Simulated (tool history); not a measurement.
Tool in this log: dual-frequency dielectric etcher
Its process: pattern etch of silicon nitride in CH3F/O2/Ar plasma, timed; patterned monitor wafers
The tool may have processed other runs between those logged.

run,hour,source power (kW),bias power (kW),etch time (s),mean etch depth across the wafer (nm)
1,0.0,0.390,0.087,68,52.263
2,3.4,0.390,0.075,68,49.534
3,12.3,0.390,0.075,71,52.088
4,19.7,0.390,0.085,71,54.395
5,26.8,0.390,0.085,71,54.742
6,30.8,0.390,0.080,71,53.125
7,31.9,0.390,0.080,71,53.110

Run 8, settings as shown, results not yet in. Your forecast:
8,36.6,0.350,0.078,71,?

mean etch depth across the wafer (nm): 50.777
